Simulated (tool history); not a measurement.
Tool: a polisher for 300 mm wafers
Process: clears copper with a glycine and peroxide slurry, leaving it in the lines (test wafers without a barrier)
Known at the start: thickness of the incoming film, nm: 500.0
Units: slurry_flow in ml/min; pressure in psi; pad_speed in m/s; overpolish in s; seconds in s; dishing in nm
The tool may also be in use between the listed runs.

Run 1, hour 0.0: slurry_flow 130 ml/min, pressure 3.2 psi, pad_speed 1.28 m/s, overpolish 20 s. Result: seconds 87.162 s, dishing 68.175 nm.
Run 2, hour 0.8: slurry_flow 115 ml/min, pressure 3.2 psi, pad_speed 1.28 m/s, overpolish 20 s. Result: seconds 88.604 s, dishing 65.266 nm.
Run 3, hour 3.8: slurry_flow 120 ml/min, pressure 3.5 psi, pad_speed 1.28 m/s, overpolish 18 s. Result: seconds 81.645 s, dishing 64.379 nm.
Run 4, hour 6.5: slurry_flow 125 ml/min, pressure 3.7 psi, pad_speed 1.28 m/s, overpolish 17 s. Result: seconds 77.149 s, dishing 66.064 nm.
Run 5, hour 9.1: slurry_flow 130 ml/min, pressure 3.9 psi, pad_speed 1.28 m/s, overpolish 16 s. Result: seconds 73.057 s, dishing 66.508 nm.
Run 6, hour 12.0: slurry_flow 130 ml/min, pressure 3.3 psi, pad_speed 1.28 m/s, overpolish 16 s. Result: seconds 83.880 s, dishing 59.568 nm.
At hour 19.6: worn pad replaced by a new one.
Run 7, hour 19.6: slurry_flow 135 ml/min, pressure 3.6 psi, pad_speed 1.28 m/s, overpolish 15 s. Result: seconds 67.658 s, dishing 61.666 nm.

Run 8 comes next. What will it give?
Run 8, hour 24.6: slurry_flow 140 ml/min, pressure 3.6 psi, pad_speed 1.28 m/s, overpolish 15 s. Result: seconds ?, dishing ?.

{"run 8": {"seconds": 67.424, "dishing": 64.765}}
